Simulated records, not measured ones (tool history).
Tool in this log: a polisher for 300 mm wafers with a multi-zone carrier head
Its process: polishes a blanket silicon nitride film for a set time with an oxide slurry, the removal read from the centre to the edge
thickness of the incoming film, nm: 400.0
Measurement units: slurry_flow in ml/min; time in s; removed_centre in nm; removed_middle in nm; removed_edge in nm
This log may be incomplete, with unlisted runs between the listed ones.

Run 1, hour 0.0: slurry_flow 165 ml/min, centre_zone 1.00, middle_zone 1.00, edge_zone 1.00, slurry_solids 1.00, time 58 s. Result: removed_centre 52.968 nm, removed_middle 52.839 nm, removed_edge 51.690 nm.
Run 2, hour 2.1: slurry_flow 160 ml/min, centre_zone 0.98, middle_zone 0.99, edge_zone 0.98, slurry_solids 0.95, time 58 s. Result: removed_centre 50.329 nm, removed_middle 50.051 nm, removed_edge 49.854 nm.
Run 3, hour 5.2: slurry_flow 155 ml/min, centre_zone 0.96, middle_zone 0.99, edge_zone 0.96, slurry_solids 0.90, time 58 s. Result: removed_centre 47.015 nm, removed_middle 48.347 nm, removed_edge 45.444 nm.
Run 4, hour 7.9: slurry_flow 155 ml/min, centre_zone 0.96, middle_zone 0.99, edge_zone 0.93, slurry_solids 0.90, time 58 s. Result: removed_centre 47.549 nm, removed_middle 47.718 nm, removed_edge 46.444 nm.
Run 5, hour 16.6: slurry_flow 155 ml/min, centre_zone 0.96, middle_zone 0.99, edge_zone 0.93, slurry_solids 0.75, time 58 s. Result: removed_centre 39.257 nm, removed_middle 40.811 nm, removed_edge 38.944 nm.
Run 6, hour 21.6: slurry_flow 155 ml/min, centre_zone 0.96, middle_zone 1.07, edge_zone 0.93, slurry_solids 0.75, time 58 s. Result: removed_centre 39.948 nm, removed_middle 43.203 nm, removed_edge 39.643 nm.
Run 7, hour 24.4: slurry_flow 150 ml/min, centre_zone 0.95, middle_zone 1.06, edge_zone 0.94, slurry_solids 0.75, time 58 s. Result: removed_centre 39.736 nm, removed_middle 43.303 nm, removed_edge 40.491 nm.
Run 8, hour 25.2: slurry_flow 115 ml/min, centre_zone 0.91, middle_zone 0.99, edge_zone 0.90, slurry_solids 0.70, time 58 s. Result: removed_centre 34.084 nm, removed_middle 36.789 nm, removed_edge 36.386 nm.
Run 9, hour 27.5: slurry_flow 120 ml/min, centre_zone 0.91, middle_zone 0.99, edge_zone 0.91, slurry_solids 0.70, time 58 s. Result: removed_centre 33.884 nm, removed_middle 36.724 nm, removed_edge 35.341 nm.
Run 10, hour 29.0: slurry_flow 125 ml/min, centre_zone 0.91, middle_zone 0.99, edge_zone 0.93, slurry_solids 0.70, time 58 s. Result: removed_centre 34.201 nm, removed_middle 36.680 nm, removed_edge 35.610 nm.
Run 11, hour 31.8: slurry_flow 125 ml/min, centre_zone 0.91, middle_zone 1.00, edge_zone 0.94, slurry_solids 0.70, time 58 s. Result: removed_centre 34.538 nm, removed_middle 37.428 nm, removed_edge 36.423 nm.
Run 12, hour 33.7: slurry_flow 130 ml/min, centre_zone 0.91, middle_zone 1.00, edge_zone 0.95, slurry_solids 0.70, time 58 s. Result: removed_centre 34.417 nm, removed_middle 37.215 nm, removed_edge 36.780 nm.
Run 13, hour 38.0: slurry_flow 135 ml/min, centre_zone 0.91, middle_zone 1.00, edge_zone 0.96, slurry_solids 0.70, time 58 s. Result: removed_centre 34.265 nm, removed_middle 37.986 nm, removed_edge 36.965 nm.
Run 14, hour 39.2: slurry_flow 140 ml/min, centre_zone 0.91, middle_zone 1.00, edge_zone 0.97, slurry_solids 0.70, time 58 s. Result: removed_centre 34.610 nm, removed_middle 37.782 nm, removed_edge 36.999 nm.
Run 15, hour 40.4: slurry_flow 145 ml/min, centre_zone 0.91, middle_zone 1.00, edge_zone 0.98, slurry_solids 0.70, time 58 s. Result: removed_centre 34.877 nm, removed_middle 37.967 nm, removed_edge 37.611 nm.
Run 16, hour 41.7: slurry_flow 150 ml/min, centre_zone 0.91, middle_zone 1.00, edge_zone 0.98, slurry_solids 0.70, time 58 s. Result: removed_centre 34.739 nm, removed_middle 37.872 nm, removed_edge 36.996 nm.

Expected results for the next run?
Run 17, hour 49.1: slurry_flow 150 ml/min, centre_zone 0.91, middle_zone 1.00, edge_zone 0.98, slurry_solids 0.70, time 58 s. Result: removed_centre ?, removed_middle ?, removed_edge ?.

{"run 17": {"removed_centre": 35.217, "removed_middle": 38.08, "removed_edge": 36.397}}

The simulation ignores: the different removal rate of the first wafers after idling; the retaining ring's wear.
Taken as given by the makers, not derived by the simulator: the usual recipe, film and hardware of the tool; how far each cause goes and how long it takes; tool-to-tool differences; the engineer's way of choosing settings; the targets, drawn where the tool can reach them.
